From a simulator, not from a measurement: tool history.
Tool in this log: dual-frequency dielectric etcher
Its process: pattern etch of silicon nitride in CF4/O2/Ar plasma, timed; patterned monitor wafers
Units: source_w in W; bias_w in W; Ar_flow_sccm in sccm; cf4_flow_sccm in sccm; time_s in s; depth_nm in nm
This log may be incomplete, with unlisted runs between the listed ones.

Run 1, hour 0.0: source_w 740 W, bias_w 39 W, Ar_flow_sccm 107 sccm, cf4_flow_sccm 100 sccm, time_s 167.0 s. Result: depth_nm 462.38 nm.
Run 2, hour 1.7: source_w 740 W, bias_w 39 W, Ar_flow_sccm 98 sccm, cf4_flow_sccm 100 sccm, time_s 167.0 s. Result: depth_nm 470.24 nm.
Run 3, hour 6.7: source_w 780 W, bias_w 39 W, Ar_flow_sccm 98 sccm, cf4_flow_sccm 100 sccm, time_s 167.0 s. Result: depth_nm 481.58 nm.
Run 4, hour 11.0: source_w 830 W, bias_w 39 W, Ar_flow_sccm 98 sccm, cf4_flow_sccm 100 sccm, time_s 167.0 s. Result: depth_nm 499.84 nm.
Run 5, hour 14.1: source_w 830 W, bias_w 39 W, Ar_flow_sccm 98 sccm, cf4_flow_sccm 89 sccm, time_s 167.0 s. Result: depth_nm 491.34 nm.
Run 6, hour 18.9: source_w 830 W, bias_w 39 W, Ar_flow_sccm 98 sccm, cf4_flow_sccm 96 sccm, time_s 167.0 s. Result: depth_nm 492.90 nm.
Run 7, hour 24.9: source_w 830 W, bias_w 39 W, Ar_flow_sccm 98 sccm, cf4_flow_sccm 96 sccm, time_s 167.0 s. Result: depth_nm 495.57 nm.
Run 8, hour 33.1: source_w 870 W, bias_w 40 W, Ar_flow_sccm 97 sccm, cf4_flow_sccm 96 sccm, time_s 167.0 s. Result: depth_nm 514.30 nm.
Run 9, hour 36.3: source_w 900 W, bias_w 41 W, Ar_flow_sccm 96 sccm, cf4_flow_sccm 96 sccm, time_s 167.0 s. Result: depth_nm 531.05 nm.
Run 10, hour 40.1: source_w 920 W, bias_w 42 W, Ar_flow_sccm 96 sccm, cf4_flow_sccm 96 sccm, time_s 167.0 s. Result: depth_nm 542.88 nm.
Run 11, hour 42.0: source_w 940 W, bias_w 42 W, Ar_flow_sccm 96 sccm, cf4_flow_sccm 96 sccm, time_s 167.0 s. Result: depth_nm 551.87 nm.
Run 12, hour 50.1: source_w 960 W, bias_w 42 W, Ar_flow_sccm 96 sccm, cf4_flow_sccm 96 sccm, time_s 167.0 s. Result: depth_nm 560.82 nm.
Run 13, hour 53.2: source_w 960 W, bias_w 42 W, Ar_flow_sccm 96 sccm, cf4_flow_sccm 96 sccm, time_s 167.0 s. Result: depth_nm 557.44 nm.
Run 14, hour 61.9: source_w 970 W, bias_w 43 W, Ar_flow_sccm 96 sccm, cf4_flow_sccm 96 sccm, time_s 167.0 s. Result: depth_nm 573.14 nm.
Run 15, hour 63.4: source_w 980 W, bias_w 43 W, Ar_flow_sccm 96 sccm, cf4_flow_sccm 96 sccm, time_s 167.0 s. Result: depth_nm 575.15 nm.

Run 16 comes next. What will it give?
Run 16, hour 68.9: source_w 1020 W, bias_w 43 W, Ar_flow_sccm 96 sccm, cf4_flow_sccm 96 sccm, time_s 167.0 s. Result: depth_nm ?.

{"run 16": {"depth_nm": 585.61}}
